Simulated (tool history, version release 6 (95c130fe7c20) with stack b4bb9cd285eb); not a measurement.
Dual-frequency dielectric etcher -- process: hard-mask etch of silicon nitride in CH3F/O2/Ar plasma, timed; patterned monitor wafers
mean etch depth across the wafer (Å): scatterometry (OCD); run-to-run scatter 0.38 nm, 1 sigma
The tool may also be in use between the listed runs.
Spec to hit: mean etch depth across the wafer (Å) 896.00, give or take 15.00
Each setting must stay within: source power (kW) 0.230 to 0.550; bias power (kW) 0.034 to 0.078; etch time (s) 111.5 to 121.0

run  hour  source power (kW)  bias power (kW)  etch time (s)  mean etch depth across the wafer (Å)
  1   0.0              0.390            0.056          121.0                                827.19
  2   2.3              0.450            0.056          121.0                                873.66
  3  10.1              0.500            0.056          121.0                                919.32
  4  18.6              0.540            0.056          121.0                                942.07
  5  19.4              0.550            0.056          121.0                                944.02
  6  26.3              0.530            0.055          121.0                                939.52
  7  28.8              0.530            0.055          121.0                                939.07
  8  32.9              0.510            0.054          121.0                                910.00

Pick the move, out of 5, that brings all results within their allowed miss; only one does.
  A  37.0              0.530            0.040          121.0                                     ?
  B  37.0              0.550            0.056          119.5                                     ?
  C  37.0              0.540            0.054          121.0                                     ?
  D  37.0              0.500            0.050          121.0                                     ?
  E  37.0              0.550            0.057          116.5                                     ?

move  mean etch depth across the wafer (Å)
   A                                872.50
   B                                947.23
   C                                943.50
   D                                897.97
   E                                927.64
A: pushes the last run's worst result past its target
B: the biggest miss grows against the last run
C: the biggest miss grows against the last run
D: in spec on every target
E: the biggest miss grows against the last run
So the answer is move D, the one that meets all the targets.
